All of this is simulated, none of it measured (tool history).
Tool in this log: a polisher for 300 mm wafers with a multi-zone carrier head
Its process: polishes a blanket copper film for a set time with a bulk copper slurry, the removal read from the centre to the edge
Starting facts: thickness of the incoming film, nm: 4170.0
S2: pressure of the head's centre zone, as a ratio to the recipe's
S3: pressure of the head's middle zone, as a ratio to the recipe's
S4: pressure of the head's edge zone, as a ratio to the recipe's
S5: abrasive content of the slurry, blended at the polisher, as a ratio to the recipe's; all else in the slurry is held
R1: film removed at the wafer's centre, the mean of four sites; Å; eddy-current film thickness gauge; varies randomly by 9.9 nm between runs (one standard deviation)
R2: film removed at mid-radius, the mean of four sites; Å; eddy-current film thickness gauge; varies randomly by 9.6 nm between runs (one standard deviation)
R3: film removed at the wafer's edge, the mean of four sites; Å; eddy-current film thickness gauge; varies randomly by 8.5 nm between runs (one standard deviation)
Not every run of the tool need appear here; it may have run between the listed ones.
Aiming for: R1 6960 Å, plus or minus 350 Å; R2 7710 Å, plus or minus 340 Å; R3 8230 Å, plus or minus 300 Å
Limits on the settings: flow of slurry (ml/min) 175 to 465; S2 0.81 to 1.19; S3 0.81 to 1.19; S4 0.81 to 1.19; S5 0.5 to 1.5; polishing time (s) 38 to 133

run 1 hour=0 | flow_of_slurry_(ml/min)=295 S2=1 S3=1 S4=1 S5=1 polishing_time_(s)=85 | R1=10742 R2=9952.2 R3=10242
run 2 hour=3.9 | flow_of_slurry_(ml/min)=295 S2=1 S3=1 S4=1 S5=1.15 polishing_time_(s)=85 | R1=10813 R2=10581 R3=10416
run 3 hour=8.3 | flow_of_slurry_(ml/min)=355 S2=1 S3=1 S4=1 S5=1.15 polishing_time_(s)=85 | R1=11226 R2=10433 R3=10503
run 4 hour=11.9 | flow_of_slurry_(ml/min)=355 S2=1 S3=1.04 S4=1 S5=1.15 polishing_time_(s)=85 | R1=11019 R2=10978 R3=10557
run 5 hour=15.6 | flow_of_slurry_(ml/min)=355 S2=1.03 S3=1.04 S4=1 S5=1.15 polishing_time_(s)=85 | R1=11334 R2=10785 R3=10481
run 6 hour=18 | flow_of_slurry_(ml/min)=355 S2=1.03 S3=1.04 S4=1 S5=1.25 polishing_time_(s)=85 | R1=11649 R2=11369 R3=10849
run 7 hour=20.6 | flow_of_slurry_(ml/min)=345 S2=0.99 S3=1.04 S4=1.02 S5=1.1 polishing_time_(s)=83 | R1=10700 R2=10522 R3=10278
run 8 hour=24.1 | flow_of_slurry_(ml/min)=320 S2=0.95 S3=1.04 S4=1.04 S5=1 polishing_time_(s)=80 | R1=9620.7 R2=9802.2 R3=9740
run 9 hour=30.6 | flow_of_slurry_(ml/min)=320 S2=0.95 S3=1.04 S4=1.04 S5=1 polishing_time_(s)=80 | R1=9692.3 R2=9848 R3=9505.3
-- hour=31.3 centre zone pressure recalibrated
run 10 hour=31.3 | flow_of_slurry_(ml/min)=290 S2=0.92 S3=1.02 S4=1.07 S5=1 polishing_time_(s)=78 | R1=8577.3 R2=9425.8 R3=9622.3
run 11 hour=37.8 | flow_of_slurry_(ml/min)=285 S2=0.9 S3=1.01 S4=1.06 S5=0.95 polishing_time_(s)=77 | R1=8039.8 R2=9130 R3=9430.1
run 12 hour=39.9 | flow_of_slurry_(ml/min)=285 S2=0.89 S3=1.01 S4=1.05 S5=0.9 polishing_time_(s)=76 | R1=7903.5 R2=8836.9 R3=8867.4

Below are 4 possible settings for the next run. Only one of them brings all results inside the allowed miss of their targets. Which is it?
run A hour=42 | flow_of_slurry_(ml/min)=210 S2=1.09 S3=0.81 S4=1.17 S5=0.6 polishing_time_(s)=87 | R1=? R2=? R3=?
run B hour=42 | flow_of_slurry_(ml/min)=270 S2=0.88 S3=0.97 S4=1.06 S5=0.8 polishing_time_(s)=71 | R1=? R2=? R3=?
run C hour=42 | flow_of_slurry_(ml/min)=290 S2=0.84 S3=1.15 S4=1 S5=0.9 polishing_time_(s)=83 | R1=? R2=? R3=?
run D hour=42 | flow_of_slurry_(ml/min)=245 S2=0.81 S3=1.07 S4=1.05 S5=1 polishing_time_(s)=69 | R1=? R2=? R3=?

move=A R1=9222.4 R2=7301.8 R3=9861.9
move=B R1=7038.8 R2=7665.9 R3=8400
move=C R1=8235.5 R2=10736 R3=9859.2
move=D R1=6661.1 R2=8422.9 R3=8468
A: pushes the last run's worst result past its target
B: all results in spec
C: the biggest miss grows against the last run
D: nearer the targets than the last run, but a result is still out of spec
The right move is B.

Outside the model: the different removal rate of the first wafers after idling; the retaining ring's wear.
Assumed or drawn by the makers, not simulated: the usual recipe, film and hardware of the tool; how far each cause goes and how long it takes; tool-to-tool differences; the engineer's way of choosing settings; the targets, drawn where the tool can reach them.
